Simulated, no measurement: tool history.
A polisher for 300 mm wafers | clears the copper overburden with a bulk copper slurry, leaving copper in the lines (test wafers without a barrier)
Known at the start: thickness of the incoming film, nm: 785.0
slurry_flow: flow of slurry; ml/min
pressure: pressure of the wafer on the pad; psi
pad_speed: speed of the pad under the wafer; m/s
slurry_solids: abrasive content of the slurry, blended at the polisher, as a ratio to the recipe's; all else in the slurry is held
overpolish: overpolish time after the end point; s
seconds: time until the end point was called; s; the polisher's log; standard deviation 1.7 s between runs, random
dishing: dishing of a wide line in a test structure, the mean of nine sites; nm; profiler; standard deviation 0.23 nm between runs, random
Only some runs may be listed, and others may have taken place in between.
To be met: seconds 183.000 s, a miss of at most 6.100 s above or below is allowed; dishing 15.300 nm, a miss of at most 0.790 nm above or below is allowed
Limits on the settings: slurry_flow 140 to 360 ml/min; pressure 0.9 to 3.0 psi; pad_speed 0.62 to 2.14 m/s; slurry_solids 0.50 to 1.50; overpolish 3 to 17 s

| run | hour | slurry_flow | pressure | pad_speed | slurry_solids | overpolish | seconds | dishing |
|---|---|---|---|---|---|---|---|---|
| 1 | 0.0 | 230 | 1.9 | 1.38 | 1.00 | 9 | 87.566 | 21.764 |
| 2 | 7.6 | 230 | 1.6 | 1.38 | 1.00 | 9 | 102.860 | 20.526 |
| 3 | 10.7 | 230 | 1.6 | 1.38 | 0.85 | 9 | 107.270 | 20.529 |
| 4 | 12.6 | 230 | 1.4 | 1.32 | 0.85 | 7 | 125.190 | 17.218 |
| 5 | 14.4 | 230 | 1.4 | 1.32 | 0.95 | 7 | 121.410 | 17.954 |
| 6 | 23.5 | 230 | 1.2 | 1.26 | 0.95 | 7 | 144.530 | 15.854 |
| 7 | 27.0 | 225 | 1.1 | 1.24 | 0.95 | 8 | 158.870 | 16.526 |
| 8 | 32.7 | 220 | 1.0 | 1.24 | 0.95 | 8 | 176.170 | 15.699 |
| 9 | 36.0 | 215 | 1.0 | 1.24 | 0.95 | 8 | 173.370 | 15.737 |
| 10 | 37.9 | 215 | 1.0 | 1.24 | 0.95 | 8 | 175.060 | 15.394 |
| 11 | 44.4 | 210 | 1.0 | 1.24 | 0.95 | 8 | 172.990 | 15.580 |
| 12 | 49.5 | 205 | 1.0 | 1.24 | 0.95 | 8 | 171.990 | 15.960 |
| 13 | 57.5 | 205 | 0.9 | 1.24 | 0.95 | 8 | 192.350 | 14.642 |
| 14 | 61.2 | 210 | 1.0 | 1.24 | 0.95 | 9 | 177.520 | 16.456 |
| 15 | 66.4 | 200 | 1.0 | 1.24 | 0.95 | 9 | 174.510 | 16.207 |
| 16 | 69.4 | 200 | 0.9 | 1.24 | 0.95 | 8 | 189.240 | 14.939 |
| 17 | 75.2 | 205 | 1.0 | 1.24 | 0.95 | 8 | 175.760 | 15.803 |
| 18 | 78.5 | 200 | 1.0 | 1.24 | 0.95 | 8 | 175.810 | 15.729 |
| 19 | 85.9 | 195 | 1.0 | 1.24 | 0.95 | 8 | 176.650 | 15.967 |

Exactly one of the 4 candidate moves below puts every result within its allowed miss. Which one?
| A | 93.3 | 175 | 1.0 | 1.38 | 0.90 | 7 | ? | ? |
| B | 93.3 | 205 | 1.3 | 0.98 | 0.95 | 10 | ? | ? |
| C | 93.3 | 145 | 1.2 | 1.08 | 0.80 | 12 | ? | ? |
| D | 93.3 | 195 | 1.0 | 1.20 | 0.95 | 8 | ? | ? |

| move | seconds | dishing |
|---|---|---|
| A | 163.900 | 15.106 |
| B | 174.180 | 17.597 |
| C | 190.870 | 18.205 |
| D | 181.180 | 15.374 |
A: its largest miss is bigger than the last run's
B: its largest miss is bigger than the last run's
C: moves the result that the last run missed by most past its target, out the other side
D: hits every target within its allowed miss
So the answer is move D, the one that meets all the targets.
